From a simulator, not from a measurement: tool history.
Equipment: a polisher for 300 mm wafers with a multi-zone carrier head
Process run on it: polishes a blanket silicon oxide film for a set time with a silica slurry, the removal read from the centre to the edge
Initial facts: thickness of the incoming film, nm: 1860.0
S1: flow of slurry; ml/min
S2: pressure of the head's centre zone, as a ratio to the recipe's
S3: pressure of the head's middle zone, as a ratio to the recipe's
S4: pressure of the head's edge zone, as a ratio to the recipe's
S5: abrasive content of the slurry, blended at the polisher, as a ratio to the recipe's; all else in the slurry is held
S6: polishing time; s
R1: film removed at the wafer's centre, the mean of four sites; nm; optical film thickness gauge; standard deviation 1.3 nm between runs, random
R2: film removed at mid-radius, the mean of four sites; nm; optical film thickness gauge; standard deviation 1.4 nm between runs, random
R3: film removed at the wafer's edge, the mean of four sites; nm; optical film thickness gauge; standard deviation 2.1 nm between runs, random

run	day	S1	S2	S3	S4	S5	S6	R1	R2	R3
1	0.000	225	1.00	1.00	1.00	1.00	73	262.36	264.14	265.82
2	0.246	220	1.01	0.98	0.98	0.95	71	248.42	244.51	249.59
3	0.304	220	1.01	0.98	0.98	0.75	71	212.03	207.14	207.03
4	0.554	220	1.01	0.98	0.98	0.65	71	189.38	182.48	187.47
5	0.658	215	1.01	0.96	0.97	0.65	71	189.85	180.69	187.92
6	0.775	215	1.01	0.96	0.97	0.75	71	214.43	200.39	213.23
7	0.829	215	1.02	0.96	0.97	0.70	70	201.24	190.91	196.82
8	0.917	220	1.02	0.94	0.96	0.65	69	187.54	173.58	180.37

What does the tool deliver on the next run?
9	1.283	220	1.02	0.92	0.95	0.65	69	?	?	?

R1: 185.48 nm
R2: 170.60 nm
R3: 181.68 nm
